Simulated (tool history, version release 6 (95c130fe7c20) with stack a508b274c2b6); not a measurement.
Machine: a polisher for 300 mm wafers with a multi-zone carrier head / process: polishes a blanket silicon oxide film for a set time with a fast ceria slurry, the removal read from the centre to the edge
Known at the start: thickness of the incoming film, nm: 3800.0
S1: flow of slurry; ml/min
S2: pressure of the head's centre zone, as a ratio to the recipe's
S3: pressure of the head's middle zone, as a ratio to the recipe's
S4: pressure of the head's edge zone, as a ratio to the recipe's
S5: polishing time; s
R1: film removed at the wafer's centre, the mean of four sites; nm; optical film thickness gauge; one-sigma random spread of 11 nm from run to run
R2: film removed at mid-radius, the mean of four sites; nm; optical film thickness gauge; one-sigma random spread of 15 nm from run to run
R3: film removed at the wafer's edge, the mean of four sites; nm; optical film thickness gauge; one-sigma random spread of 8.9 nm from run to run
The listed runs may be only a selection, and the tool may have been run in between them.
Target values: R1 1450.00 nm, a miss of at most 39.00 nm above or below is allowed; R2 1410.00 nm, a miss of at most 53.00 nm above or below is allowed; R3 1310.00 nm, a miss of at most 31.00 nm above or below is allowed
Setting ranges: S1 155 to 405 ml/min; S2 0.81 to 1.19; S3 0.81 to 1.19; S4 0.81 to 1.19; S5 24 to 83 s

run    day   S1    S2    S3    S4  S5       R1       R2       R3
  1  0.000  260  1.00  1.00  1.00  53   837.87   928.16   929.75
  2  0.250  225  1.00  1.00  1.00  53   834.39   910.01   916.83
  3  0.467  225  1.00  0.96  1.00  53   821.41   877.00   928.04
  4  0.542  235  1.03  0.98  1.01  56   912.46   945.37   979.78
  5  0.833  235  1.03  0.98  1.01  66  1059.30  1103.60  1154.10
  6  1.075  235  1.03  1.05  1.01  66  1057.40  1187.10  1143.50
  7  1.379  245  1.05  1.06  1.01  67  1099.90  1228.40  1163.30
  8  1.633  315  1.15  1.06  1.02  74  1382.70  1362.00  1315.90
  9  1.942  315  1.16  1.06  1.02  74  1386.80  1355.90  1329.80
 10  2.262  320  1.16  1.06  1.01  74  1388.60  1384.50  1323.60
 11  2.546  320  1.16  1.06  1.01  74  1396.20  1384.70  1315.50

4 next moves are on the table. One of them brings every result within its allowed miss. Which?
  A  2.829  285  1.17  1.09  1.06  72   ?   ?   ?
  B  2.829  290  1.12  1.03  1.12  71   ?   ?   ?
  C  2.829  350  1.16  1.03  0.85  76   ?   ?   ?
  D  2.829  385  1.12  1.07  0.94  75   ?   ?   ?

move       R1       R2       R3
   A  1343.80  1339.90  1279.50
   B  1269.50  1262.70  1284.40
   C  1433.30  1373.50  1293.30
   D  1376.30  1409.30  1315.30
A: the biggest miss grows against the last run
B: the biggest miss grows against the last run
C: all results in spec
D: the biggest miss grows against the last run
C meets every target.
